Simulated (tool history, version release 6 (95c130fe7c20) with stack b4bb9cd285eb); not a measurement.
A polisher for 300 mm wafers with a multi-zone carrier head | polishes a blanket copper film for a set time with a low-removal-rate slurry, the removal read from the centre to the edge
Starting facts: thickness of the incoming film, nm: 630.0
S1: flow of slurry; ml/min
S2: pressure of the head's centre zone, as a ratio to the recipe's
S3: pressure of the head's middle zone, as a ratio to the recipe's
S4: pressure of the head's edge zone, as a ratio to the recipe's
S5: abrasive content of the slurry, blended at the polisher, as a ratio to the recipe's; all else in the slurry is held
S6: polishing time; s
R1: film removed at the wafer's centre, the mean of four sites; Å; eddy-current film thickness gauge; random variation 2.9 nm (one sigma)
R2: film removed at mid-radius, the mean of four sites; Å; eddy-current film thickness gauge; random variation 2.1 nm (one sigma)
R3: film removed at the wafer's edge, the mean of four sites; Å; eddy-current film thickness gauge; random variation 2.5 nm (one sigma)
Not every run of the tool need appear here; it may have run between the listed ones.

Run 1, hour 0: S1 260 ml/min, S2 1, S3 1, S4 1, S5 1, S6 52 s. Result: R1 1794.7 Å, R2 1665.1 Å, R3 1667.1 Å.
Run 2, hour 3: S1 265 ml/min, S2 1.03, S3 1.02, S4 1.02, S5 1.1, S6 52 s. Result: R1 1840 Å, R2 1685.5 Å, R3 1737.3 Å.
Run 3, hour 9.8: S1 265 ml/min, S2 1.03, S3 0.98, S4 1.02, S5 1.1, S6 52 s. Result: R1 1830.5 Å, R2 1646.4 Å, R3 1695.1 Å.
Run 4, hour 12.8: S1 270 ml/min, S2 1.06, S3 1.01, S4 1.01, S5 1.15, S6 53 s. Result: R1 2004.9 Å, R2 1783.4 Å, R3 1778.7 Å.
Run 5, hour 21.7: S1 270 ml/min, S2 1.02, S3 1.01, S4 1.01, S5 1.15, S6 53 s. Result: R1 1944.9 Å, R2 1779.8 Å, R3 1768.8 Å.
Run 6, hour 27.3: S1 280 ml/min, S2 1.05, S3 1.03, S4 1.02, S5 1.2, S6 53 s. Result: R1 1951.7 Å, R2 1819 Å, R3 1842.5 Å.
At hour 33: centre zone pressure recalibrated.
Run 7, hour 33: S1 280 ml/min, S2 1.08, S3 1.03, S4 1.01, S5 1.25, S6 53 s. Result: R1 1952.6 Å, R2 1842 Å, R3 1797.5 Å.
Run 8, hour 41.1: S1 280 ml/min, S2 1.1, S3 1.01, S4 1, S5 1.25, S6 55 s. Result: R1 2055.2 Å, R2 1917.4 Å, R3 1849.5 Å.

Run 9 is up next; what results do you expect?
Run 9, hour 49.3: S1 275 ml/min, S2 1.12, S3 0.98, S4 1, S5 1.25, S6 57 s. Result: R1 ?, R2 ?, R3 ?.

{"run 9": {"R1": 2130.1, "R2": 1906.1, "R3": 1895.1}}

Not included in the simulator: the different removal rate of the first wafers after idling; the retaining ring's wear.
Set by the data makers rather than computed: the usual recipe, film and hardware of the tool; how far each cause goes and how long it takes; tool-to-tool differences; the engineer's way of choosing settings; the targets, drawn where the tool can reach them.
